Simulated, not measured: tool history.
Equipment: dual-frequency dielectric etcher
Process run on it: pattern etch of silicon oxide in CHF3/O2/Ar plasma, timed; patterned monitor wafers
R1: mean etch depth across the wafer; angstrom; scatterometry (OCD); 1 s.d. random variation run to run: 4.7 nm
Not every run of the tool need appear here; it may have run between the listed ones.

{"run": 1, "hour": 0.0, "source power (W)": 810, "bias power (W)": 213, "etch time (s)": 765, "R1": 19086}
{"run": 2, "hour": 3.8, "source power (W)": 720, "bias power (W)": 213, "etch time (s)": 765, "R1": 18380}
{"run": 3, "hour": 6.8, "source power (W)": 720, "bias power (W)": 213, "etch time (s)": 798, "R1": 19327}
{"run": 4, "hour": 11.0, "source power (W)": 660, "bias power (W)": 213, "etch time (s)": 798, "R1": 18983}
{"run": 5, "hour": 17.6, "source power (W)": 660, "bias power (W)": 194, "etch time (s)": 798, "R1": 18132}
{"run": 6, "hour": 20.3, "source power (W)": 660, "bias power (W)": 194, "etch time (s)": 798, "R1": 18088}

What will run 7 give?
{"run": 7, "hour": 22.9, "source power (W)": 630, "bias power (W)": 191, "etch time (s)": 797.5, "R1": "?"}

R1: 17833 angstrom
